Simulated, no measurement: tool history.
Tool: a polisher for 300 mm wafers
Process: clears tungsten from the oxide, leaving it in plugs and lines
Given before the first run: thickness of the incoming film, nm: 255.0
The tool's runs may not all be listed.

run,hour,flow of slurry (ml/min),pressure of the wafer on the pad (kPa),speed of the pad under the wafer (cm/s),abrasive content of the slurry,overpolish time after the end point (s),time until the end point was called (s)
1,0.0,165,16.5,84,1.0,7,109.22
2,1.7,165,15.2,84,1.0,7,116.02
3,4.8,165,14.5,84,1.0,7,119.99
4,9.5,165,14.5,102,1.0,7,108.53
5,16.9,165,13.1,102,1.0,7,114.70
6,20.0,165,12.4,102,1.0,7,118.16
# hour 27.3: worn pad replaced by a new one
7,27.3,165,11.7,102,1.0,7,110.10

Run 8 is up next; what results do you expect?
8,30.5,160,11.0,96,1.0,7,?

{"run 8": {"time until the end point was called (s)": 118.97}}

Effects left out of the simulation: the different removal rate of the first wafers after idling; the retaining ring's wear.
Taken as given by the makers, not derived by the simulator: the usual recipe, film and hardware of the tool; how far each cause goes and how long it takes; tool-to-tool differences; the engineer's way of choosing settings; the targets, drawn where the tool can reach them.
